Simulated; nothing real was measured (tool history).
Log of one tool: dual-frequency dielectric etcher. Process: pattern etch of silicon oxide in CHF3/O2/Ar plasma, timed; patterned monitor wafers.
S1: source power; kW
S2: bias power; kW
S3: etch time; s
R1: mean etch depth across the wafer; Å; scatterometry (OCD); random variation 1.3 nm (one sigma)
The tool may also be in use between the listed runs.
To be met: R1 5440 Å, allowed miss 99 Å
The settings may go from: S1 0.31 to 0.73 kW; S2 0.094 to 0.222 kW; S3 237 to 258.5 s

run 1 hour=0 | S1=0.52 S2=0.158 S3=258.5 | R1=4464
run 2 hour=8.8 | S1=0.52 S2=0.158 S3=237 | R1=4084.1
run 3 hour=14.1 | S1=0.52 S2=0.158 S3=258.5 | R1=4459.2
run 4 hour=19.2 | S1=0.52 S2=0.146 S3=258.5 | R1=4339.9
run 5 hour=24.9 | S1=0.61 S2=0.146 S3=258.5 | R1=4721.7
run 6 hour=27.5 | S1=0.61 S2=0.164 S3=258.5 | R1=4898.7
run 7 hour=30.4 | S1=0.64 S2=0.165 S3=258.5 | R1=5012.5
run 8 hour=35.3 | S1=0.66 S2=0.166 S3=258.5 | R1=5085.3
run 9 hour=38.7 | S1=0.68 S2=0.168 S3=258.5 | R1=5190.7

4 next moves are on the table. One of them brings every result within its allowed miss. Which?
run A hour=42.1 | S1=0.71 S2=0.159 S3=258.5 | R1=?
run B hour=42.1 | S1=0.62 S2=0.172 S3=258.5 | R1=?
run C hour=42.1 | S1=0.68 S2=0.193 S3=258.5 | R1=?
run D hour=42.1 | S1=0.62 S2=0.222 S3=245 | R1=?

move=A R1=5198.3
move=B R1=4980.1
move=C R1=5393.4
move=D R1=5107.5
A: as far off as the last run
B: further off than the last run
C: meets every target
D: further off than the last run
The right move is C.

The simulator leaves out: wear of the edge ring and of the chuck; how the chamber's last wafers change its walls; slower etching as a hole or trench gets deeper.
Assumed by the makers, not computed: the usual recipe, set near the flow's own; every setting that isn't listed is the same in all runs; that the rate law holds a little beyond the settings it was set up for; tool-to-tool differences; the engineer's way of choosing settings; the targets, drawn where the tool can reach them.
